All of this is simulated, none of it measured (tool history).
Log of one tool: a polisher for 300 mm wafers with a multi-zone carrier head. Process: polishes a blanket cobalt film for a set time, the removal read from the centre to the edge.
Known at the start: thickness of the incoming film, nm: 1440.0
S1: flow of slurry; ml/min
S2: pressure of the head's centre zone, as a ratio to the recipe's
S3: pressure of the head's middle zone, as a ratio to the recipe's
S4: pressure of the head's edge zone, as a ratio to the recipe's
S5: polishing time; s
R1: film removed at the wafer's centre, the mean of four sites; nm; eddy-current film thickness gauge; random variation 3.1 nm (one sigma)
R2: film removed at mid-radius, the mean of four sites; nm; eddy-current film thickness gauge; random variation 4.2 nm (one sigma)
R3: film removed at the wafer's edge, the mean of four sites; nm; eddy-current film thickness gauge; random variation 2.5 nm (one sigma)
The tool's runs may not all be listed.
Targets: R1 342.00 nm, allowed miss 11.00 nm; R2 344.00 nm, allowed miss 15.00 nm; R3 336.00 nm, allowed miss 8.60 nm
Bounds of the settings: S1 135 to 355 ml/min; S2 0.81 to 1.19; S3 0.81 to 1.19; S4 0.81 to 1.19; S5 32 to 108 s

Run 1, hour 0.0: S1 225 ml/min, S2 1.00, S3 1.00, S4 1.00, S5 70 s. Result: R1 469.62 nm, R2 498.24 nm, R3 511.00 nm.
Run 2, hour 6.5: S1 225 ml/min, S2 1.01, S3 0.99, S4 0.96, S5 64 s. Result: R1 441.46 nm, R2 447.81 nm, R3 465.63 nm.
Run 3, hour 10.2: S1 225 ml/min, S2 1.01, S3 0.92, S4 0.96, S5 64 s. Result: R1 437.68 nm, R2 417.72 nm, R3 468.37 nm.
Run 4, hour 13.2: S1 225 ml/min, S2 1.01, S3 0.95, S4 0.93, S5 59 s. Result: R1 403.32 nm, R2 392.35 nm, R3 421.27 nm.
Run 5, hour 21.9: S1 225 ml/min, S2 1.01, S3 0.87, S4 0.93, S5 59 s. Result: R1 403.88 nm, R2 371.61 nm, R3 418.31 nm.
Run 6, hour 28.6: S1 225 ml/min, S2 1.01, S3 0.90, S4 0.93, S5 59 s. Result: R1 400.86 nm, R2 383.86 nm, R3 419.90 nm.
Run 7, hour 31.9: S1 225 ml/min, S2 1.01, S3 0.92, S4 0.90, S5 56 s. Result: R1 382.43 nm, R2 365.92 nm, R3 397.41 nm.
Run 8, hour 33.4: S1 225 ml/min, S2 1.02, S3 0.95, S4 0.88, S5 54 s. Result: R1 372.29 nm, R2 353.36 nm, R3 380.20 nm.
At hour 40.2: edge zone pressure recalibrated.
Run 9, hour 40.2: S1 220 ml/min, S2 1.03, S3 0.99, S4 0.86, S5 53 s. Result: R1 368.69 nm, R2 367.30 nm, R3 351.32 nm.
Run 10, hour 42.0: S1 210 ml/min, S2 1.02, S3 0.98, S4 0.85, S5 53 s. Result: R1 358.55 nm, R2 369.74 nm, R3 348.89 nm.
Run 11, hour 49.9: S1 205 ml/min, S2 1.02, S3 0.96, S4 0.84, S5 53 s. Result: R1 362.12 nm, R2 357.78 nm, R3 345.01 nm.
Run 12, hour 57.7: S1 200 ml/min, S2 1.01, S3 0.95, S4 0.84, S5 53 s. Result: R1 359.92 nm, R2 361.05 nm, R3 345.89 nm.
Run 13, hour 66.3: S1 200 ml/min, S2 1.00, S3 0.94, S4 0.84, S5 53 s. Result: R1 355.18 nm, R2 346.79 nm, R3 348.42 nm.
Run 14, hour 70.6: S1 195 ml/min, S2 0.99, S3 0.94, S4 0.84, S5 53 s. Result: R1 342.93 nm, R2 351.54 nm, R3 348.36 nm.

5 next moves are on the table. One of them brings every result within its allowed miss. Which?
Run A, hour 74.9: S1 170 ml/min, S2 1.00, S3 1.03, S4 0.81, S5 54 s. Result: R1 ?, R2 ?, R3 ?.
Run B, hour 74.9: S1 145 ml/min, S2 0.93, S3 0.94, S4 0.81, S5 58 s. Result: R1 ?, R2 ?, R3 ?.
Run C, hour 74.9: S1 135 ml/min, S2 1.03, S3 0.98, S4 0.85, S5 54 s. Result: R1 ?, R2 ?, R3 ?.
Run D, hour 74.9: S1 290 ml/min, S2 0.97, S3 0.96, S4 0.97, S5 52 s. Result: R1 ?, R2 ?, R3 ?.
Run E, hour 74.9: S1 220 ml/min, S2 0.98, S3 0.89, S4 0.88, S5 53 s. Result: R1 ?, R2 ?, R3 ?.

move      R1      R2      R3
   A  346.38  368.02  343.30
   B  333.85  355.13  361.17
   C  338.62  336.96  338.70
   D  350.53  358.95  375.38
   E  348.01  332.55  359.09
A: brings the result that was furthest off to its target, and leaves another outside
B: further off than the last run
C: meets every target
D: further off than the last run
E: further off than the last run
The right move is C.
